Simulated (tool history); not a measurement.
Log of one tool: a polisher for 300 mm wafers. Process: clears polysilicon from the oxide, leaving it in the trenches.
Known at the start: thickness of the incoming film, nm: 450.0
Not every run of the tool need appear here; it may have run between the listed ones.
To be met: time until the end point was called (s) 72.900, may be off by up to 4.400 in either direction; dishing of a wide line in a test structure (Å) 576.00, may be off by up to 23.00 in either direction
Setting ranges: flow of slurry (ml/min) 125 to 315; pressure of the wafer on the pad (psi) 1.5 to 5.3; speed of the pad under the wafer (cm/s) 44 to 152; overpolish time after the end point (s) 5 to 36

| run | hour | flow of slurry (ml/min) | pressure of the wafer on the pad (psi) | speed of the pad under the wafer (cm/s) | overpolish time after the end point (s) | time until the end point was called (s) | dishing of a wide line in a test structure (Å) |
|---|---|---|---|---|---|---|---|
| 1 | 0.0 | 205 | 3.4 | 98 | 18 | 26.374 | 627.14 |
| 2 | 6.6 | 205 | 3.8 | 98 | 18 | 23.987 | 634.51 |
| 3 | 14.8 | 205 | 3.5 | 92 | 18 | 27.353 | 629.07 |
| 4 | 18.4 | 205 | 3.5 | 92 | 25 | 28.394 | 625.00 |
| 5 | 24.9 | 205 | 3.3 | 88 | 25 | 30.909 | 629.91 |
| 6 | 26.9 | 200 | 3.1 | 82 | 23 | 35.435 | 635.79 |
| 7 | 30.7 | 215 | 2.9 | 78 | 25 | 39.283 | 629.64 |
| 8 | 34.3 | 225 | 2.7 | 76 | 23 | 42.839 | 614.28 |
| 9 | 43.1 | 225 | 1.7 | 56 | 20 | 88.757 | 484.09 |
| 10 | 52.0 | 225 | 1.7 | 56 | 21 | 85.680 | 491.17 |
| 11 | 53.9 | 225 | 1.7 | 56 | 23 | 89.665 | 508.64 |
| 12 | 58.5 | 225 | 1.8 | 56 | 24 | 81.916 | 527.43 |
| 13 | 65.3 | 225 | 1.8 | 56 | 24 | 81.548 | 529.15 |
| 14 | 71.3 | 230 | 1.9 | 56 | 26 | 78.424 | 552.03 |

Exercise: of the 5 proposed moves below, exactly one satisfies all targets within the stated allowed misses. Which move is it?
| A | 77.3 | 230 | 1.8 | 52 | 36 | ? | ? |
| B | 77.3 | 260 | 2.2 | 50 | 30 | ? | ? |
| C | 77.3 | 230 | 2.3 | 50 | 19 | ? | ? |
| D | 77.3 | 195 | 1.7 | 60 | 24 | ? | ? |
| E | 77.3 | 160 | 2.2 | 46 | 22 | ? | ? |

| move | time until the end point was called (s) | dishing of a wide line in a test structure (Å) |
|---|---|---|
| A | 88.641 | 583.62 |
| B | 74.980 | 581.68 |
| C | 72.862 | 509.06 |
| D | 83.459 | 528.30 |
| E | 86.682 | 503.51 |
A: moves away from the targets compared with the last run
B: every result lands within tolerance
C: corrects the largest miss of the last run, while another result sits out of spec
D: moves away from the targets compared with the last run
E: moves away from the targets compared with the last run
So the answer is move B, the one that meets all the targets.
